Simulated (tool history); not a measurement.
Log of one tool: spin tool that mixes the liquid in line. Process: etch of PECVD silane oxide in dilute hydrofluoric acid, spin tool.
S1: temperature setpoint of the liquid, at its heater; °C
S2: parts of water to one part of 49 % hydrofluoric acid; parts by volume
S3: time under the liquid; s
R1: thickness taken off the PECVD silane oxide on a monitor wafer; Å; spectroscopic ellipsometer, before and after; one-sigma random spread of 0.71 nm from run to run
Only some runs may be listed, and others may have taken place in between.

run  hour    S1  S2  S3      R1
  1   0.0  23.0  60  75  437.81
  2   3.3  23.0  60  75  436.18
  3   5.0  24.5  55  75  518.10
  4  11.3  24.5  55  75  509.35
  5  12.2  24.5  55  80  545.21
  6  15.0  24.5  55  75  501.95
  7  19.2  26.0  50  75  599.32
  8  23.6  30.0  50  75  711.33
  9  27.9  31.0  45  75  800.00

Run 10 is up next; what results do you expect?
 10  34.3  30.5  45  75   ?

Run 10 produced R1 811.57 Å.
